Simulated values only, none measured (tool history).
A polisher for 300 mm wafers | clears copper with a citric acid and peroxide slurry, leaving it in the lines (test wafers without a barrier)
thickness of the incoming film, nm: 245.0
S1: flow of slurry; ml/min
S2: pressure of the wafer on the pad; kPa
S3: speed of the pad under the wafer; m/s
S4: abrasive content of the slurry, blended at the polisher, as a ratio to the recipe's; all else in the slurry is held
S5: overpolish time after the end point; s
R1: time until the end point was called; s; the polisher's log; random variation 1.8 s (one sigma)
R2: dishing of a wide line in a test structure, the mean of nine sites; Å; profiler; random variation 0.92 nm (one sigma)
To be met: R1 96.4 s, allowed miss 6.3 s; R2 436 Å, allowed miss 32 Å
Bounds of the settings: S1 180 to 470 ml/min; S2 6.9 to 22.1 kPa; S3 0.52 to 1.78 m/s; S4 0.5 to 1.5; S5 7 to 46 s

run,hour,S1,S2,S3,S4,S5,R1,R2
1,0,300,14.5,1.14,1,24,145.21,264.58
2,5.6,300,15.2,1.14,1,25,138.68,279.28
3,10.4,300,15.9,1.14,1,26,129.21,302.02
4,12.8,300,15.9,1.14,1,27,134.03,296.57
5,16.6,300,13.8,1.14,1,27,148.11,275.61
6,23.1,300,13.8,1.14,1,35,144.28,328.69
7,24.8,300,17.9,1.2,1,33,111.22,399.33
8,33.8,300,19.3,1.22,1,32,104.62,398.84

4 next moves are on the table. One of them brings every result within its allowed miss. Which?
A,42.8,345,19.3,1.3,1,34,?,?
B,42.8,310,19.3,1.18,1.05,27,?,?
C,42.8,180,20.7,1.64,1.05,31,?,?
D,42.8,310,17.9,1.34,0.8,32,?,?

move,R1,R2
A,98.702,412.13
B,107.38,339.15
C,80.755,438.55
D,109.25,372.69
A: meets every target
B: further off than the last run
C: takes the result that was furthest off past its target
D: further off than the last run
Answer: A

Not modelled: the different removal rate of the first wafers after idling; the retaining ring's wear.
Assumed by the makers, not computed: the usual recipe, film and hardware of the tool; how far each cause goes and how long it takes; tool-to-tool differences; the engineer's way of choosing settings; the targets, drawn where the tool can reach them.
